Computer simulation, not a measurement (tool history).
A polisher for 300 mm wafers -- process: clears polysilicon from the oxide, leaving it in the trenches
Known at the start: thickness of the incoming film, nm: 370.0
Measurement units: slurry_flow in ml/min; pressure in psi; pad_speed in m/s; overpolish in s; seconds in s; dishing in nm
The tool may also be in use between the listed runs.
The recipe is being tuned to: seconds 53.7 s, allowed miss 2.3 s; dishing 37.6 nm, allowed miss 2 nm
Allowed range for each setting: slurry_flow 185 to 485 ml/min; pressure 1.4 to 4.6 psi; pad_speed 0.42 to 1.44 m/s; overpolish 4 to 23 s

{"run": 1, "hour": 0.0, "slurry_flow": 310, "pressure": 3, "pad_speed": 0.92, "overpolish": 12, "seconds": 30.2, "dishing": 40.734}
{"run": 2, "hour": 0.9, "slurry_flow": 310, "pressure": 2.5, "pad_speed": 0.92, "overpolish": 12, "seconds": 36.647, "dishing": 41.487}
{"run": 3, "hour": 4.8, "slurry_flow": 310, "pressure": 2.5, "pad_speed": 1.1, "overpolish": 12, "seconds": 31.345, "dishing": 42.142}
{"run": 4, "hour": 12.3, "slurry_flow": 255, "pressure": 2.5, "pad_speed": 1.1, "overpolish": 12, "seconds": 31.805, "dishing": 41.66}
{"run": 5, "hour": 18.0, "slurry_flow": 255, "pressure": 2.5, "pad_speed": 1.1, "overpolish": 15, "seconds": 31.885, "dishing": 42.022}
{"run": 6, "hour": 25.6, "slurry_flow": 255, "pressure": 2.5, "pad_speed": 1.26, "overpolish": 15, "seconds": 28.042, "dishing": 43.553}
{"run": 7, "hour": 28.3, "slurry_flow": 245, "pressure": 2.3, "pad_speed": 1.2, "overpolish": 14, "seconds": 32.731, "dishing": 42.091}
{"run": 8, "hour": 36.4, "slurry_flow": 245, "pressure": 2.3, "pad_speed": 1.2, "overpolish": 14, "seconds": 31.926, "dishing": 41.526}
{"run": 9, "hour": 43.7, "slurry_flow": 240, "pressure": 2.1, "pad_speed": 1.16, "overpolish": 14, "seconds": 36.007, "dishing": 41.799}
{"run": 10, "hour": 49.4, "slurry_flow": 230, "pressure": 2, "pad_speed": 1.14, "overpolish": 13, "seconds": 38.083, "dishing": 41.028}
{"run": 11, "hour": 50.9, "slurry_flow": 220, "pressure": 1.9, "pad_speed": 1.12, "overpolish": 12, "seconds": 40.739, "dishing": 39.812}

Which of these 5 next moves meets every target?
{"run": "A", "hour": 52.4, "slurry_flow": 350, "pressure": 1.5, "pad_speed": 0.96, "overpolish": 23, "seconds": "?", "dishing": "?"}
{"run": "B", "hour": 52.4, "slurry_flow": 185, "pressure": 2.3, "pad_speed": 1.26, "overpolish": 8, "seconds": "?", "dishing": "?"}
{"run": "C", "hour": 52.4, "slurry_flow": 205, "pressure": 1.6, "pad_speed": 0.94, "overpolish": 14, "seconds": "?", "dishing": "?"}
{"run": "D", "hour": 52.4, "slurry_flow": 240, "pressure": 1.4, "pad_speed": 0.98, "overpolish": 14, "seconds": "?", "dishing": "?"}
{"run": "E", "hour": 52.4, "slurry_flow": 220, "pressure": 1.4, "pad_speed": 0.94, "overpolish": 14, "seconds": "?", "dishing": "?"}

move=A seconds=54.092 dishing=42.038
move=B seconds=32.694 dishing=37.929
move=C seconds=55.539 dishing=38.25
move=D seconds=58.493 dishing=37.682
move=E seconds=61.211 dishing=37.158
A: the furthest-off result lands on target, but another misses its tolerance
B: the biggest miss grows against the last run
C: all results in spec
D: pushes the last run's worst result past its target
E: pushes the last run's worst result past its target
Correct choice: C, which meets every target

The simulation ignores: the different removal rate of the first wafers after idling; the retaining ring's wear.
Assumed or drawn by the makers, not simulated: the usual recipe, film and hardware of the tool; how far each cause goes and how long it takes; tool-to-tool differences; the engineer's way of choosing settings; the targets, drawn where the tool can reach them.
